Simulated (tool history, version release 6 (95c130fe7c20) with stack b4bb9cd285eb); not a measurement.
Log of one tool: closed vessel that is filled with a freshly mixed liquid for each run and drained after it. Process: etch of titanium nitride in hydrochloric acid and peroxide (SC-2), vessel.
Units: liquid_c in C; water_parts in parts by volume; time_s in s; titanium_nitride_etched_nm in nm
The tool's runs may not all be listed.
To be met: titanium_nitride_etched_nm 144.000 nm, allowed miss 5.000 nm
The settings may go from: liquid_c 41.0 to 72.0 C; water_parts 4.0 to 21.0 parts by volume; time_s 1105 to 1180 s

{"run": 1, "hour": 0.0, "liquid_c": 57.0, "water_parts": 11.5, "time_s": 1105, "titanium_nitride_etched_nm": 58.528}
{"run": 2, "hour": 3.7, "liquid_c": 61.5, "water_parts": 11.5, "time_s": 1105, "titanium_nitride_etched_nm": 78.939}
{"run": 3, "hour": 4.6, "liquid_c": 64.0, "water_parts": 11.5, "time_s": 1105, "titanium_nitride_etched_nm": 90.693}
{"run": 4, "hour": 7.6, "liquid_c": 64.0, "water_parts": 7.5, "time_s": 1105, "titanium_nitride_etched_nm": 129.3}
{"run": 5, "hour": 14.9, "liquid_c": 64.5, "water_parts": 7.5, "time_s": 1105, "titanium_nitride_etched_nm": 133.15}
{"run": 6, "hour": 17.0, "liquid_c": 64.5, "water_parts": 5.0, "time_s": 1105, "titanium_nitride_etched_nm": 180.28}
{"run": 7, "hour": 18.5, "liquid_c": 63.5, "water_parts": 5.0, "time_s": 1105, "titanium_nitride_etched_nm": 169.17}
{"run": 8, "hour": 22.3, "liquid_c": 62.5, "water_parts": 5.0, "time_s": 1105, "titanium_nitride_etched_nm": 159.85}
{"run": 9, "hour": 27.9, "liquid_c": 62.0, "water_parts": 5.0, "time_s": 1105, "titanium_nitride_etched_nm": 153.27}
{"run": 10, "hour": 30.1, "liquid_c": 61.5, "water_parts": 5.0, "time_s": 1105, "titanium_nitride_etched_nm": 149.28}

5 next moves are on the table. One of them brings every result within its allowed miss. Which?
{"run": "A", "hour": 32.3, "liquid_c": 60.5, "water_parts": 4.5, "time_s": 1135, "titanium_nitride_etched_nm": "?"}
{"run": "B", "hour": 32.3, "liquid_c": 62.0, "water_parts": 5.0, "time_s": 1105, "titanium_nitride_etched_nm": "?"}
{"run": "C", "hour": 32.3, "liquid_c": 61.5, "water_parts": 5.5, "time_s": 1120, "titanium_nitride_etched_nm": "?"}
{"run": "D", "hour": 32.3, "liquid_c": 60.5, "water_parts": 4.5, "time_s": 1120, "titanium_nitride_etched_nm": "?"}
{"run": "E", "hour": 32.3, "liquid_c": 61.5, "water_parts": 5.0, "time_s": 1180, "titanium_nitride_etched_nm": "?"}

move=A titanium_nitride_etched_nm=154.850
move=B titanium_nitride_etched_nm=153.690
move=C titanium_nitride_etched_nm=140.950
move=D titanium_nitride_etched_nm=152.800
move=E titanium_nitride_etched_nm=159.110
A: further off than the last run
B: further off than the last run
C: meets every target
D: further off than the last run
E: further off than the last run
Move C is the one to make.

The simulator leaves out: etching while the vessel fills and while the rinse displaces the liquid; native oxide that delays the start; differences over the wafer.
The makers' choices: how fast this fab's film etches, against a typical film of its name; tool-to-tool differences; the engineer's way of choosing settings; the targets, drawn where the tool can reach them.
